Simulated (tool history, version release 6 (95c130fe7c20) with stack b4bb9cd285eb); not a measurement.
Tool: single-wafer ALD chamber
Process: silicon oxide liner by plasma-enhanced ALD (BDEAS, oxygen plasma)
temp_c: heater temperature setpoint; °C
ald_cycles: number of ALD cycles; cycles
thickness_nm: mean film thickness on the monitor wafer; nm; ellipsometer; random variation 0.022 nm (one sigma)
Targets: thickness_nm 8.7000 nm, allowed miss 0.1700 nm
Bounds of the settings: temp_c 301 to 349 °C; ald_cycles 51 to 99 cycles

run 1 day=0.000 | temp_c=325 ald_cycles=75 | thickness_nm=7.0703
run 2 day=0.375 | temp_c=324 ald_cycles=79 | thickness_nm=7.4123
run 3 day=0.529 | temp_c=317 ald_cycles=79 | thickness_nm=7.4778
run 4 day=0.771 | temp_c=317 ald_cycles=82 | thickness_nm=7.7362
run 5 day=0.896 | temp_c=317 ald_cycles=85 | thickness_nm=8.0862
run 6 day=0.925 | temp_c=317 ald_cycles=87 | thickness_nm=8.2505
run 7 day=1.204 | temp_c=317 ald_cycles=88 | thickness_nm=8.3633
run 8 day=1.267 | temp_c=317 ald_cycles=89 | thickness_nm=8.4493

5 next moves are on the table. One of them brings every result within its allowed miss. Which?
run A day=1.329 | temp_c=313 ald_cycles=92 | thickness_nm=?
run B day=1.329 | temp_c=302 ald_cycles=85 | thickness_nm=?
run C day=1.329 | temp_c=307 ald_cycles=87 | thickness_nm=?
run D day=1.329 | temp_c=311 ald_cycles=87 | thickness_nm=?
run E day=1.329 | temp_c=323 ald_cycles=89 | thickness_nm=?

move=A thickness_nm=8.7420
move=B thickness_nm=8.1929
move=C thickness_nm=8.3317
move=D thickness_nm=8.2885
move=E thickness_nm=8.3464
A: meets every target
B: further off than the last run
C: further off than the last run
D: further off than the last run
E: further off than the last run
Move A is the one to make.
